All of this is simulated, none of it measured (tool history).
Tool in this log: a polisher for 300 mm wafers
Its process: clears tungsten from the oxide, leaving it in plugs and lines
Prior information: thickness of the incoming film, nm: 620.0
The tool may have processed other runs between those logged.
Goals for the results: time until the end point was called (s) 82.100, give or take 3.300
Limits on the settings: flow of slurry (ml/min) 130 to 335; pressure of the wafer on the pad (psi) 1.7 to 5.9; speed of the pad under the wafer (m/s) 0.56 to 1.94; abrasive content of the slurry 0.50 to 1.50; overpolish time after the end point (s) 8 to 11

run  hour  flow of slurry (ml/min)  pressure of the wafer on the pad (psi)  speed of the pad under the wafer (m/s)  abrasive content of the slurry  overpolish time after the end point (s)  time until the end point was called (s)
  1   0.0                      215                                     3.8                                    1.24                            1.00                                       11                                  113.180
  2   7.7                      215                                     3.8                                    1.00                            1.00                                       11                                  140.860
  3  10.5                      215                                     4.3                                    1.00                            1.00                                       11                                  122.910
  4  14.5                      170                                     4.3                                    1.00                            1.00                                       11                                  129.680
  5  19.7                      170                                     4.3                                    1.00                            1.20                                       11                                  122.350
  6  23.9                      180                                     4.6                                    1.00                            1.20                                       11                                  113.520
  7  31.2                      190                                     4.9                                    1.00                            1.20                                       11                                  106.340
  8  38.9                      195                                     5.2                                    1.00                            1.20                                       11                                   99.757
  9  42.0                      195                                     5.4                                    1.02                            1.20                                       11                                   95.199
 10  43.2                      195                                     5.5                                    1.04                            1.20                                       11                                   90.839
 11  48.7                      195                                     5.6                                    1.04                            1.20                                       11                                   87.833
 12  57.0                      195                                     5.7                                    1.04                            1.20                                       11                                   89.574

4 next moves are on the table. One of them brings every result within its allowed miss. Which?
  A  65.3                      195                                     5.5                                    0.94                            1.20                                       11                                        ?
  B  65.3                      235                                     5.4                                    1.08                            1.15                                       11                                        ?
  C  65.3                      190                                     5.7                                    1.24                            1.15                                       11                                        ?
  D  65.3                      185                                     5.7                                    1.10                            1.35                                       11                                        ?

move  time until the end point was called (s)
   A                                   99.011
   B                                   87.549
   C                                   74.258
   D                                   79.979
A: lands further from the targets than the last run did
B: nearer the targets than the last run, but a result is still out of spec
C: takes the biggest miss from the last run beyond its target
D: every result lands within tolerance
Correct choice: D, which meets every target
